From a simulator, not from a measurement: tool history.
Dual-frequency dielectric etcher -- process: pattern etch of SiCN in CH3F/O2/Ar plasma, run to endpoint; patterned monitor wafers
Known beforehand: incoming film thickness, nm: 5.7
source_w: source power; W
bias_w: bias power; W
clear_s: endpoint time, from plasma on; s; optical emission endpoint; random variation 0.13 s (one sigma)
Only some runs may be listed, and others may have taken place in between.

run    day  source_w  bias_w  clear_s
  1  0.000       390      63   16.483
  2  0.058       350      60   18.115
  3  0.208       330      60   18.579
  4  0.246       330      70   17.508
  5  0.442       390      70   16.072
  6  0.562       350      69   17.162
  7  0.933       320      68   18.118

Expected results for the next run?
  8  1.254       300      67        ?

Run 8 measured clear_s 18.637 s.
